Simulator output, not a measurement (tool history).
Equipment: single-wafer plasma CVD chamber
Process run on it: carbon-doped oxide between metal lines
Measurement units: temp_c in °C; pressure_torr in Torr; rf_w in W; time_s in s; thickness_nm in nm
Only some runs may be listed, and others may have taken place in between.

run 1 day=0.000 | temp_c=360 pressure_torr=3.54 rf_w=575 time_s=13.9 | thickness_nm=73.424
run 2 day=0.092 | temp_c=361 pressure_torr=3.50 rf_w=565 time_s=13.9 | thickness_nm=72.356
run 3 day=0.254 | temp_c=362 pressure_torr=3.46 rf_w=555 time_s=13.9 | thickness_nm=71.450
run 4 day=0.300 | temp_c=362 pressure_torr=3.46 rf_w=555 time_s=13.9 | thickness_nm=71.264
run 5 day=0.550 | temp_c=362 pressure_torr=3.46 rf_w=515 time_s=13.9 | thickness_nm=68.450
run 6 day=0.621 | temp_c=362 pressure_torr=3.46 rf_w=560 time_s=13.9 | thickness_nm=71.802
run 7 day=0.692 | temp_c=362 pressure_torr=3.43 rf_w=550 time_s=13.9 | thickness_nm=70.634
run 8 day=0.888 | temp_c=363 pressure_torr=3.37 rf_w=545 time_s=13.9 | thickness_nm=70.126

Run 9, settings as shown, results not yet in. Your forecast:
run 9 day=0.921 | temp_c=364 pressure_torr=3.33 rf_w=540 time_s=13.9 | thickness_nm=?

{"run 9": {"thickness_nm": 69.537}}
